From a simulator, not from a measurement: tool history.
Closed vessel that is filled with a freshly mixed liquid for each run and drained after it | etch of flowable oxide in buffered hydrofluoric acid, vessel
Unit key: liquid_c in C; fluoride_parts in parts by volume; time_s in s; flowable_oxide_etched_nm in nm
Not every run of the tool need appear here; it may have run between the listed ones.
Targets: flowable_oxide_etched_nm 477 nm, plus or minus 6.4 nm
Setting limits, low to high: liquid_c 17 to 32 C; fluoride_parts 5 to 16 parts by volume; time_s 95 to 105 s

run  hour  liquid_c  fluoride_parts  time_s  flowable_oxide_etched_nm
  1     0        24             9.5      95                    275.51
  2   5.4        24             9.5      95                    275.03
  3  13.5        24             9.5      95                    274.32
  4  16.9        26             9.5      95                    306.64
  5  21.1        26             9.5     105                    340.02
  6  28.6        24             9.5     105                    304.91
     32.5  -- hydrofluoric acid flow meter replaced
  7  32.5        24             9.5     105                    287.39
  8  34.5      24.5             9.5     105                    299.19
  9  37.2      25.5             9.5     105                    316.23
 10  39.4        26             9.5     105                    322.09
 11    47      26.5             9.5     105                    332.99

Below are 5 possible settings for the next run. Only one of them brings all results inside the allowed miss of their targets. Which is it?
  A  54.6      29.5             7.5     105                         ?
  B  54.6        27             6.5     105                         ?
  C  54.6        27               7     105                         ?
  D  54.6        32             8.5     105                         ?
  E  54.6      28.5               7     100                         ?

move  flowable_oxide_etched_nm
   A                    492.91
   B                       496
   C                    465.13
   D                    490.46
   E                    479.72
A: moves the result that the last run missed by most past its target, out the other side
B: moves the result that the last run missed by most past its target, out the other side
C: moves toward the targets from the last run without getting all of them in spec
D: moves the result that the last run missed by most past its target, out the other side
E: hits every target within its allowed miss
Move E is the one to make.
